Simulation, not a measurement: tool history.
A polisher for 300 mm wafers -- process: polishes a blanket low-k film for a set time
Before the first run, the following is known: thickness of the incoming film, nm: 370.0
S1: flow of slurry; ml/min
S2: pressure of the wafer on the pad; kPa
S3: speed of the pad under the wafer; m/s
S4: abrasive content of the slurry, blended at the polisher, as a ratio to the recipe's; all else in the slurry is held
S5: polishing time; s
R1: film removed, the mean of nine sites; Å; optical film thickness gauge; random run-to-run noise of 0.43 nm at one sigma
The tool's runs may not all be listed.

run,hour,S1,S2,S3,S4,S5,R1
1,0,170,15.9,0.84,1,99,503.68
2,5.2,170,15.9,0.84,1,99,503.48
3,8.1,170,15.9,0.84,1,104,530.4
4,15.5,180,17.2,0.84,1,104,575.25
5,16.7,180,17.2,0.84,1,104,580.21
6,22.8,210,17.2,0.84,1,104,589.48
7,29.9,210,17.9,0.84,1,104,605.52
8,34.6,210,18.6,0.84,1,104,632.39
9,43,210,19.3,0.84,1,104,659.82

The next listed run, before its measurement:
10,51.4,210,20,0.84,1,104,?

For run 10 the tool returned R1 681.24 Å.
